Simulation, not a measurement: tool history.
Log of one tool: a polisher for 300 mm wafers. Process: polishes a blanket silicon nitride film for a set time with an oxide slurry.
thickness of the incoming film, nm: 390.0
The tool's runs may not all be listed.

run  hour  flow of slurry (ml/min)  pressure of the wafer on the pad (psi)  speed of the pad under the wafer (cm/s)  abrasive content of the slurry  polishing time (s)  film removed (Å)
  1     0                      170                                     2.7                                      124                               1                  35             222.5
  2   8.9                      170                                     2.7                                      124                               1                  31            194.66
  3  10.6                      185                                     2.7                                      124                               1                  31            195.21
  4    14                      185                                     2.6                                      124                               1                  31            188.76
  5  14.7                      185                                     2.6                                      124                               1                  35            211.85
  6  16.2                      185                                     2.6                                      124                            1.15                  35            230.62
  7  24.5                      185                                     2.4                                      124                            1.15                  35            208.33
  8  31.1                      185                                     2.3                                      124                            1.15                  35            205.16
  9  35.9                      175                                     1.7                                      122                            1.15                  35            146.51

Forecast run 10:
 10  39.4                      180                                     1.8                                      122                            1.15                  35                 ?

Run 10 gave film removed (Å) 159.15.
